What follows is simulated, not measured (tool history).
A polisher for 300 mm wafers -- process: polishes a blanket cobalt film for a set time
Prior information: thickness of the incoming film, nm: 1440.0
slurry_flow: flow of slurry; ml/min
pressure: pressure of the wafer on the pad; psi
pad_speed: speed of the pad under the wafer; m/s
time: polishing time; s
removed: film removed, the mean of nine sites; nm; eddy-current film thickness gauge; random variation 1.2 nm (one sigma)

run 1 hour=0.0 | slurry_flow=210 pressure=1.4 pad_speed=1.28 time=46 | removed=176.890
run 2 hour=7.1 | slurry_flow=210 pressure=1.4 pad_speed=1.28 time=46 | removed=175.930
run 3 hour=9.5 | slurry_flow=210 pressure=1.4 pad_speed=1.02 time=46 | removed=140.310
run 4 hour=10.2 | slurry_flow=210 pressure=1.2 pad_speed=1.02 time=46 | removed=121.390
run 5 hour=12.5 | slurry_flow=210 pressure=1.2 pad_speed=0.78 time=46 | removed=95.498
-- hour=20.7 slurry nozzle cleaned
run 6 hour=20.7 | slurry_flow=215 pressure=1.3 pad_speed=0.78 time=46 | removed=109.350
run 7 hour=29.1 | slurry_flow=235 pressure=1.3 pad_speed=0.78 time=46 | removed=110.670
run 8 hour=36.7 | slurry_flow=255 pressure=1.3 pad_speed=0.78 time=46 | removed=110.930

Estimate the outcome of run 9 from the log above:
run 9 hour=44.3 | slurry_flow=260 pressure=1.4 pad_speed=0.78 time=46 | removed=?

{"run 9": {"removed": 118.68}}

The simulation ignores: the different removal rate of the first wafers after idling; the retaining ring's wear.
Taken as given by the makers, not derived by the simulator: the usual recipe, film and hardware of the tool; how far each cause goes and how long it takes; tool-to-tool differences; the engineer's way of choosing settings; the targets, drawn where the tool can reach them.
